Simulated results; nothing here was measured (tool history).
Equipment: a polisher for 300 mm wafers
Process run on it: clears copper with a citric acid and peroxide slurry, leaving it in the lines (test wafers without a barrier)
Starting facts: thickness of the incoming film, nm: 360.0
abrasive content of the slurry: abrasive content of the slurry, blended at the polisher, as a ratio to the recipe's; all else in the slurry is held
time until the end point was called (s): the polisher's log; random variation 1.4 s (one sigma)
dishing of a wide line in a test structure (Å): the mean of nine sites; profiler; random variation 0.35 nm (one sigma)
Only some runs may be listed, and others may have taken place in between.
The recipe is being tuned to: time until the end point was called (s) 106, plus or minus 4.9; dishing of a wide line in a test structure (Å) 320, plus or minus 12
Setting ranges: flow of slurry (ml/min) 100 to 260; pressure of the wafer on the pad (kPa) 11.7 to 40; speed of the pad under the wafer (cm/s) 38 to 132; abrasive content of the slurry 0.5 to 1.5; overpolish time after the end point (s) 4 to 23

| run | hour | flow of slurry (ml/min) | pressure of the wafer on the pad (kPa) | speed of the pad under the wafer (cm/s) | abrasive content of the slurry | overpolish time after the end point (s) | time until the end point was called (s) | dishing of a wide line in a test structure (Å) |
|---|---|---|---|---|---|---|---|---|
| 1 | 0 | 165 | 25.5 | 84 | 1 | 12 | 145.95 | 211.23 |
| 2 | 2.1 | 165 | 26.9 | 84 | 1 | 12 | 135.42 | 219.38 |
| 3 | 10.1 | 165 | 26.9 | 96 | 1 | 12 | 122.83 | 239.63 |
| 4 | 11.6 | 165 | 27.6 | 96 | 1 | 12 | 121.29 | 243.1 |
| 5 | 12.7 | 165 | 28.3 | 96 | 1 | 12 | 118.75 | 246.85 |
| 6 | 17.6 | 165 | 22.8 | 96 | 1 | 12 | 143.08 | 204.55 |
| 7 | 24.1 | 165 | 24.8 | 96 | 1 | 12 | 132.6 | 227.09 |
| 8 | 29.1 | 165 | 26.2 | 96 | 1 | 12 | 128.81 | 234.88 |
| 9 | 30.1 | 165 | 27.6 | 96 | 1 | 12 | 122.17 | 251.84 |
| 10 | 38 | 170 | 28.3 | 96 | 1 | 12 | 116.89 | 256.63 |
| 11 | 40.7 | 180 | 28.3 | 96 | 1 | 12 | 116.64 | 257.19 |
| 12 | 43.5 | 180 | 29 | 96 | 1 | 12 | 115.97 | 258.38 |

4 next moves are on the table. One of them brings every result within its allowed miss. Which?
| A | 46.3 | 240 | 30.3 | 92 | 1.15 | 14 | ? | ? |
| B | 46.3 | 175 | 30.3 | 102 | 0.95 | 9 | ? | ? |
| C | 46.3 | 195 | 29.6 | 74 | 1.35 | 15 | ? | ? |
| D | 46.3 | 260 | 27.6 | 84 | 0.7 | 21 | ? | ? |

| move | time until the end point was called (s) | dishing of a wide line in a test structure (Å) |
|---|---|---|
| A | 106.36 | 319.04 |
| B | 105.39 | 212.65 |
| C | 125.73 | 291.15 |
| D | 132.56 | 376.93 |
A: in spec on every target
B: further off than the last run
C: nearer the targets than the last run, but a result is still out of spec
D: moves the result that the last run missed by most past its target, out the other side
Go with A: it meets all targets.
